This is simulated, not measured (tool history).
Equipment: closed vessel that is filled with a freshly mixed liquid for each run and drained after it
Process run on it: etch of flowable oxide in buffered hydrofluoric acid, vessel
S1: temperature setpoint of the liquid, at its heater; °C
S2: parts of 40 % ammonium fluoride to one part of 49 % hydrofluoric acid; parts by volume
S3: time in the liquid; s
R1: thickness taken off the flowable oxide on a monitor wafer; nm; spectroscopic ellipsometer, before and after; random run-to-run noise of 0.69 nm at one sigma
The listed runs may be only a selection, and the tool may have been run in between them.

run  hour    S1  S2   S3      R1
  1   0.0  23.0  14   95  217.59
  2   5.5  23.0  14  105  240.57
  3  10.8  23.0  14  105  238.41
  4  11.7  22.0  14  105  226.34
  5  16.7  22.0  14   95  203.82
  6  19.1  22.0  14   95  205.52
  7  26.3  21.5  14   95  199.94
  8  29.4  21.0  14   95  194.21
  9  37.2  20.5  14   95  189.86

Run 10 has not been measured yet. What should we expect?
 10  41.9  20.0  14  95   ?

{"run 10": {"R1": 182.87}}
